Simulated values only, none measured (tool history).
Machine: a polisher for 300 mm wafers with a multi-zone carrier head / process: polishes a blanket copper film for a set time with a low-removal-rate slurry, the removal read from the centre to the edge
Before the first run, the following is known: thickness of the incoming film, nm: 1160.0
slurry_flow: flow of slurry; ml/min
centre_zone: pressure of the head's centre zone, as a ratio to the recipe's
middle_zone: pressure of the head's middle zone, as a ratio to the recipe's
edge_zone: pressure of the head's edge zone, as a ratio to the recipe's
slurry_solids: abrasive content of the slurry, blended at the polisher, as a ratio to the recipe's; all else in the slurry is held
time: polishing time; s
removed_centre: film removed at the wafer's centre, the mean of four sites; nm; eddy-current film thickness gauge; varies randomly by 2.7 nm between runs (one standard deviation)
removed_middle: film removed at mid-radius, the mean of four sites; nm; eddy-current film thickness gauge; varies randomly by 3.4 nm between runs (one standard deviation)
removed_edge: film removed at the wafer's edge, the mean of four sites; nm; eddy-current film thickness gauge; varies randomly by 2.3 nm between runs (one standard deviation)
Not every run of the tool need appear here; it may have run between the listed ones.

run	hour	slurry_flow	centre_zone	middle_zone	edge_zone	slurry_solids	time	removed_centre	removed_middle	removed_edge
1	0.0	295	1.00	1.00	1.00	1.00	68	251.41	251.20	251.32
2	3.2	300	1.01	1.02	1.02	1.05	68	253.91	260.91	254.47
3	11.3	300	1.01	1.02	1.02	0.85	68	243.89	252.80	248.89
4	16.0	300	1.01	1.02	1.02	0.70	68	231.60	241.30	237.48
5	21.4	300	1.08	1.02	1.02	0.70	68	251.77	233.96	231.80
6	27.8	230	1.08	1.02	1.02	0.70	68	237.91	233.93	230.01
7	28.5	245	1.08	1.04	1.04	0.75	68	239.88	241.76	234.87
8	35.7	260	1.08	1.05	1.06	0.80	68	251.95	252.34	245.36
9	43.1	275	1.08	1.06	1.08	0.80	68	249.44	252.92	248.24
10	50.1	285	1.08	1.08	1.10	0.85	68	253.46	258.20	256.84

Run 11, settings as shown, results not yet in. Your forecast:
11	53.0	325	1.08	1.18	1.11	1.10	71	?	?	?

removed_centre: 286.52 nm
removed_middle: 317.61 nm
removed_edge: 284.15 nm

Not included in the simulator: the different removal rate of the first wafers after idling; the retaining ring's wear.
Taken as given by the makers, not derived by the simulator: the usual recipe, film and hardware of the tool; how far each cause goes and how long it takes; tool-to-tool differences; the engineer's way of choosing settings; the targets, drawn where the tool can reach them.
